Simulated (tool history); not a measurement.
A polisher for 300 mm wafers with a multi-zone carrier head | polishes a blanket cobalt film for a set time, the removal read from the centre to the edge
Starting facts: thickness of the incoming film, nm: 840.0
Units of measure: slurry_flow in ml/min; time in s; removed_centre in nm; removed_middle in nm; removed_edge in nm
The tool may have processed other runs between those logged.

run  hour  slurry_flow  centre_zone  middle_zone  edge_zone  time  removed_centre  removed_middle  removed_edge
  1   0.0          315         1.00         1.00       1.00    34         176.300         176.450       177.490
  2   2.3          315         1.00         1.00       1.08    34         176.870         173.850       181.800
  3  10.2          305         1.00         0.98       1.05    30         157.080         154.530       159.040
  4  16.0          305         1.00         0.90       1.05    30         156.390         143.940       157.540
  5  22.2          305         1.00         0.86       1.05    30         155.770         135.520       160.830
  6  30.8          305         1.00         0.94       1.05    30         156.320         151.110       161.120
  7  32.0          280         1.01         0.91       1.02    27         140.370         131.050       143.860
  8  40.6          320         1.00         0.86       0.92    17          89.534          78.499        87.239
  9  42.1          320         1.01         0.88       0.94    17          88.621          79.394        86.925
 10  46.5          365         1.06         0.93       1.02    21         116.690         102.160       112.440
 11  51.4          370         1.04         0.92       1.00    21         116.260         103.940       112.550
 12  54.4          350         1.03         0.91       0.98    21         114.050         101.300       107.890
 13  58.4          260         0.93         0.85       0.95    21         100.110          93.180       105.340
 14  58.9          260         0.94         0.85       0.93    21         101.100          95.646       105.470
 15  62.7          265         0.94         0.85       0.91    21         101.500          97.041       104.940
 16  65.5          270         0.95         0.84       0.90    21         100.820          94.369       102.540

Run 17, settings as shown, results not yet in. Your forecast:
 17  70.9          270         0.95         0.84       0.89    21               ?               ?             ?

{"run 17": {"removed_centre": 101.34, "removed_middle": 95.059, "removed_edge": 102.61}}

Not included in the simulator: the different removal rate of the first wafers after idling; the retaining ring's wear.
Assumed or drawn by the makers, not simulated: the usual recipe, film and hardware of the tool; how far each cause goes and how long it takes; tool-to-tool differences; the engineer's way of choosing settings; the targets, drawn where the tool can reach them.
